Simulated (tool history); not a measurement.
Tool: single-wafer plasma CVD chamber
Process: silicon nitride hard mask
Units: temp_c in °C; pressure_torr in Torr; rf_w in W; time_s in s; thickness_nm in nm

run	hour	temp_c	pressure_torr	rf_w	time_s	thickness_nm
1	0	400	1.8	230	28.6	25.99
2	6.7	395	1.8	230	28.6	25.918
3	7.4	395	1.8	205	28.6	23.426
4	8.7	395	2	220	28.6	26.049
5	9.7	395	2.16	225	28.6	26.991
6	14.2	395	2.16	195	28.6	23.52
7	15.1	395	2.27	210	28.6	25.662
8	15.9	395	2.34	220	28.6	27.161
9	22.3	395	2.34	220	28.6	27.242
10	29.2	395	2.34	220	28.6	26.977
11	34.4	395	2.39	225	28.6	27.684
12	39.8	395	2.43	230	28.6	28.148
13	45.2	395	2.46	235	28.6	28.945
14	50.8	395	2.48	240	28.6	29.446
# hour 52.5: thermocouple changed; heater temperature recalibrated
15	52.5	395	2.49	240	28.6	29.676
16	55.9	395	2.5	240	28.6	29.614

The next listed run, before its measurement:
17	58.6	395	2.52	250	28.6	?

Run 17 gave thickness_nm 30.743 nm.
